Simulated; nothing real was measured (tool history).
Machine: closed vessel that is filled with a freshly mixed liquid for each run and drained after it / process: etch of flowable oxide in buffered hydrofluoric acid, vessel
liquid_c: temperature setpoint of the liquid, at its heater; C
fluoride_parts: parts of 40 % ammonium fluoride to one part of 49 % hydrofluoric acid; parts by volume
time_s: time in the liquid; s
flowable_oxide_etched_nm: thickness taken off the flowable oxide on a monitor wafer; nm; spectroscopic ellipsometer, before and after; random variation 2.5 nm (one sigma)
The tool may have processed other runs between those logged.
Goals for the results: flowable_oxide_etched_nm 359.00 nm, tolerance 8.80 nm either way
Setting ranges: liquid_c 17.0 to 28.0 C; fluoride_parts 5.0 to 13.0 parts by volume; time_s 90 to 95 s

run,day,liquid_c,fluoride_parts,time_s,flowable_oxide_etched_nm
1,0.000,20.0,8.0,90,288.73
2,0.146,20.0,8.0,95,304.70
3,0.396,21.0,8.0,95,322.03
4,0.562,21.5,8.0,95,334.16
5,0.638,21.5,6.5,95,398.29
6,0.812,21.0,6.5,95,390.98
7,0.975,20.5,6.5,95,377.30
8,1.021,20.0,6.5,95,371.02
# day 1.054: hydrofluoric acid flow meter replaced
9,1.054,19.5,6.5,95,331.58
10,1.346,20.0,6.5,95,346.84

Exactly one of the 4 candidate moves below puts every result within its allowed miss. Which one?
A,1.638,17.5,5.5,90,?
B,1.638,20.5,6.0,95,?
C,1.638,19.0,5.5,95,?
D,1.638,20.5,6.5,95,?

move,flowable_oxide_etched_nm
A,326.21
B,378.61
C,374.79
D,353.25
A: further off than the last run
B: the result that was furthest off in the last run now lies on the other side of its target
C: the result that was furthest off in the last run now lies on the other side of its target
D: all results land within tolerance of their targets
So the answer is move D, the one that meets all the targets.

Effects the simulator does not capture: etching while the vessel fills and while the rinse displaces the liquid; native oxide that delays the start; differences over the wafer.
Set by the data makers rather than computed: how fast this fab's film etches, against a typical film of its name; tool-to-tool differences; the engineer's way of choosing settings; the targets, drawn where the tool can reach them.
